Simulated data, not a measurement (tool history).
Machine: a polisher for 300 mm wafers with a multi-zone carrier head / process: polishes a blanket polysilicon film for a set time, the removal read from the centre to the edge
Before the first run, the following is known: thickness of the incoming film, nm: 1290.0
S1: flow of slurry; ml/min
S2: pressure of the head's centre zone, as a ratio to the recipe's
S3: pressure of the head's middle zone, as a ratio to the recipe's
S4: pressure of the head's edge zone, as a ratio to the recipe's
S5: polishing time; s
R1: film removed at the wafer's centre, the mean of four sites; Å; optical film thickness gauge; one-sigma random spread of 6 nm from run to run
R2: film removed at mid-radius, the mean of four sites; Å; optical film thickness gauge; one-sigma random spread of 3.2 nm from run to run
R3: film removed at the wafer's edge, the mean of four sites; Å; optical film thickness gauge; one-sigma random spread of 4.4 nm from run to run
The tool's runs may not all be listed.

run	hour	S1	S2	S3	S4	S5	R1	R2	R3
1	0	265	1	1	1	54	3856.2	3978.7	3868.5
2	2	265	1	1	0.91	54	4033.5	3891.6	3632.9
3	5.5	265	1	0.99	0.92	54	3987	3880.6	3697.7
4	13.2	265	1	1.02	0.92	54	3899.4	3948.4	3737.8
5	22	265	1	1.02	0.88	54	3923.9	3981	3603.5
# hour 26.6: worn pad replaced by a new one
6	26.6	260	1	1.01	0.89	54	4232.1	4227.4	3870
7	30.4	270	1	1	0.9	54	4166.3	4194.3	3847
8	34.1	260	1	0.99	0.91	54	4348.8	4111.5	3932.7

Estimate the outcome of run 9 from the log above:
9	42.2	260	1.01	0.99	0.92	54	?	?	?

Logged for run 9: R1 4278.2 Å, R2 4154.6 Å, R3 3971.8 Å.
